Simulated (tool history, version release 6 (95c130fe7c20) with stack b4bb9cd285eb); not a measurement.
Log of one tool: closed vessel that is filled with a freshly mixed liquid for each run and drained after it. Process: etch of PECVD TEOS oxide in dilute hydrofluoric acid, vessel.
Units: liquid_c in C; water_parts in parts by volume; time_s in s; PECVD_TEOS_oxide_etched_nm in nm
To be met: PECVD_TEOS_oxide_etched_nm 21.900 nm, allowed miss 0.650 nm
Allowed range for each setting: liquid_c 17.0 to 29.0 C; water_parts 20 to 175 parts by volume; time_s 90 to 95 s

run	hour	liquid_c	water_parts	time_s	PECVD_TEOS_oxide_etched_nm
1	0.0	21.0	95	90	12.085
2	2.1	21.0	65	90	18.807
3	10.4	21.0	65	95	19.883
4	19.1	21.5	65	95	20.281
5	26.9	21.5	65	90	19.216
6	35.9	21.5	65	90	18.996
7	41.6	22.0	65	90	19.336
8	44.8	22.5	65	90	19.941
9	48.9	23.0	65	90	20.672
# hour 53.1: hydrofluoric acid flow meter replaced
10	53.1	23.0	65	90	23.090

4 next moves are on the table. One of them brings every result within its allowed miss. Which?
A	57.3	18.5	55	95	?
B	57.3	21.5	60	90	?
C	57.3	23.5	60	90	?
D	57.3	26.0	75	90	?

move	PECVD_TEOS_oxide_etched_nm
A	23.876
B	23.396
C	25.413
D	22.048
A: lands further from the targets than the last run did
B: lands further from the targets than the last run did
C: lands further from the targets than the last run did
D: each result inside its tolerance
Answer: D
